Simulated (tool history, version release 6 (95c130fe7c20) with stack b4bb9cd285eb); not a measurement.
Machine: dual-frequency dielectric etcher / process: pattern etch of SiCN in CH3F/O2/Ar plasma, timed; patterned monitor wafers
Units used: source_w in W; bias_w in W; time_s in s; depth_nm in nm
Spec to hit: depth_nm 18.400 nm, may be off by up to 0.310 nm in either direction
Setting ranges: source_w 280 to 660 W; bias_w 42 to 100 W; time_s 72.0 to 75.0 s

run	hour	source_w	bias_w	time_s	depth_nm
1	0.0	470	71	72.0	26.592
2	2.7	420	63	72.0	23.648
3	5.9	350	63	72.0	21.109
4	10.1	350	63	72.0	20.654
5	13.5	350	56	72.0	20.075
6	22.1	350	56	75.0	20.762
7	23.8	330	55	75.0	19.922
8	28.3	320	55	75.0	19.134
9	36.9	320	55	75.0	19.190
10	43.8	310	55	75.0	18.749

Which single option among these 4 for the next run brings every result within its allowed miss of target? Just one does.
A	50.7	310	59	72.0	?
B	50.7	340	54	72.0	?
C	50.7	300	62	75.0	?
D	50.7	320	58	73.5	?

move	depth_nm
A	18.484
B	19.311
C	19.055
D	19.265
A: in spec on every target
B: misses by more than the last run did
C: misses by more than the last run did
D: misses by more than the last run did
Move A is the one to make.
